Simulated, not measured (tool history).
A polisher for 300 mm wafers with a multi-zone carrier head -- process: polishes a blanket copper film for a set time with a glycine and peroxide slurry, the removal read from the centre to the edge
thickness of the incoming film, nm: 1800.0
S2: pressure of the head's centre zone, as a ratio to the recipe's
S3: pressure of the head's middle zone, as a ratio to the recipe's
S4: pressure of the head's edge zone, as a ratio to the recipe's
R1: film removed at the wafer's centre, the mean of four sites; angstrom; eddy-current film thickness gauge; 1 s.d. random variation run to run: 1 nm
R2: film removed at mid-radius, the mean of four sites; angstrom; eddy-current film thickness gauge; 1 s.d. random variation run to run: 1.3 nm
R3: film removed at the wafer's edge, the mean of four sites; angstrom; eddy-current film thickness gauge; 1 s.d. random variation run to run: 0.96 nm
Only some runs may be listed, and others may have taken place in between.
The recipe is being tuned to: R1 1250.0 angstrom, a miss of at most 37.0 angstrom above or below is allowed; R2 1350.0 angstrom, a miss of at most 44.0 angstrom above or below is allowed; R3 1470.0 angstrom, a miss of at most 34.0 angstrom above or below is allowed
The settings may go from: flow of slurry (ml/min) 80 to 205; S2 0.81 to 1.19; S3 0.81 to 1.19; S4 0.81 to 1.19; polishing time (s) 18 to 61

run 1 day=0.000 | flow_of_slurry_(ml/min)=135 S2=1.00 S3=1.00 S4=1.00 polishing_time_(s)=39 | R1=1570.5 R2=1623.9 R3=1574.6
run 2 day=0.129 | flow_of_slurry_(ml/min)=125 S2=0.98 S3=0.98 S4=1.00 polishing_time_(s)=39 | R1=1502.1 R2=1551.9 R3=1564.0
run 3 day=0.442 | flow_of_slurry_(ml/min)=125 S2=0.98 S3=0.98 S4=1.06 polishing_time_(s)=39 | R1=1496.5 R2=1585.6 R3=1616.0
run 4 day=0.667 | flow_of_slurry_(ml/min)=125 S2=0.98 S3=0.98 S4=0.98 polishing_time_(s)=39 | R1=1529.9 R2=1583.6 R3=1533.8
run 5 day=1.021 | flow_of_slurry_(ml/min)=120 S2=0.96 S3=0.96 S4=0.99 polishing_time_(s)=39 | R1=1480.3 R2=1536.8 R3=1554.4
run 6 day=1.067 | flow_of_slurry_(ml/min)=115 S2=0.94 S3=0.95 S4=0.99 polishing_time_(s)=39 | R1=1445.1 R2=1515.5 R3=1526.8
run 7 day=1.150 | flow_of_slurry_(ml/min)=110 S2=0.92 S3=0.94 S4=1.00 polishing_time_(s)=39 | R1=1403.9 R2=1497.7 R3=1555.4
run 8 day=1.521 | flow_of_slurry_(ml/min)=105 S2=0.91 S3=0.93 S4=0.99 polishing_time_(s)=39 | R1=1361.0 R2=1482.9 R3=1493.7
run 9 day=1.862 | flow_of_slurry_(ml/min)=100 S2=0.90 S3=0.92 S4=1.00 polishing_time_(s)=39 | R1=1338.6 R2=1422.6 R3=1519.8
run 10 day=2.229 | flow_of_slurry_(ml/min)=95 S2=0.89 S3=0.92 S4=1.00 polishing_time_(s)=39 | R1=1299.4 R2=1411.5 R3=1507.6

Which one of the following 4 next-run settings gets every result inside its allowed miss? There is exactly one.
run A day=2.596 | flow_of_slurry_(ml/min)=80 S2=0.89 S3=0.93 S4=1.04 polishing_time_(s)=41 | R1=? R2=? R3=?
run B day=2.596 | flow_of_slurry_(ml/min)=85 S2=0.99 S3=0.85 S4=1.09 polishing_time_(s)=37 | R1=? R2=? R3=?
run C day=2.596 | flow_of_slurry_(ml/min)=120 S2=0.87 S3=0.89 S4=1.04 polishing_time_(s)=36 | R1=? R2=? R3=?
run D day=2.596 | flow_of_slurry_(ml/min)=80 S2=0.95 S3=0.81 S4=1.12 polishing_time_(s)=39 | R1=? R2=? R3=?

move=A R1=1316.8 R2=1441.4 R3=1560.5
move=B R1=1342.0 R2=1222.1 R3=1455.4
move=C R1=1238.1 R2=1321.2 R3=1447.1
move=D R1=1336.6 R2=1222.9 R3=1543.1
A: moves away from the targets compared with the last run
B: pushes the last run's worst result past its target
C: every result within its allowed miss
D: pushes the last run's worst result past its target
The right move is C.
